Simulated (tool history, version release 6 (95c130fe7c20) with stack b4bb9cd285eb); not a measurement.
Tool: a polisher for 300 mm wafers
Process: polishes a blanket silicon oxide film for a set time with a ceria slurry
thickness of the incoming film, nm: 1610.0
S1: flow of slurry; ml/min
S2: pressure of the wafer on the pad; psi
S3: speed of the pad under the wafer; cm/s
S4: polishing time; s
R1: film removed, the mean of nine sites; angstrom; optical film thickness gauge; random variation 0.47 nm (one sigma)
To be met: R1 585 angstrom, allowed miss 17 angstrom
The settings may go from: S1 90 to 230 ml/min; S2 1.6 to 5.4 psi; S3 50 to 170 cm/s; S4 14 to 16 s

run 1 hour=0 | S1=150 S2=3.5 S3=110 S4=16 | R1=933.17
run 2 hour=4.3 | S1=150 S2=3.5 S3=110 S4=16 | R1=939.78
run 3 hour=12 | S1=120 S2=3.5 S3=110 S4=16 | R1=898
run 4 hour=17.1 | S1=115 S2=3 S3=110 S4=16 | R1=765.89
run 5 hour=20.3 | S1=110 S2=2.7 S3=110 S4=16 | R1=691.14
run 6 hour=25.4 | S1=90 S2=2.7 S3=110 S4=16 | R1=649.69
run 7 hour=30.5 | S1=90 S2=2.6 S3=110 S4=16 | R1=617.16
run 8 hour=37.3 | S1=90 S2=2.6 S3=110 S4=16 | R1=620.21

Which of these 5 next moves meets every target?
run A hour=44.1 | S1=95 S2=2.7 S3=110 S4=16 | R1=?
run B hour=44.1 | S1=95 S2=2.5 S3=116 S4=16 | R1=?
run C hour=44.1 | S1=90 S2=3.3 S3=68 S4=16 | R1=?
run D hour=44.1 | S1=120 S2=2.5 S3=116 S4=14 | R1=?
run E hour=44.1 | S1=100 S2=2.7 S3=120 S4=14 | R1=?

move=A R1=646.52
move=B R1=625.64
move=C R1=544.59
move=D R1=584.39
move=E R1=614.93
A: further off than the last run
B: further off than the last run
C: takes the result that was furthest off past its target
D: meets every target
E: nearer than the last run, and not there yet
Answer: D

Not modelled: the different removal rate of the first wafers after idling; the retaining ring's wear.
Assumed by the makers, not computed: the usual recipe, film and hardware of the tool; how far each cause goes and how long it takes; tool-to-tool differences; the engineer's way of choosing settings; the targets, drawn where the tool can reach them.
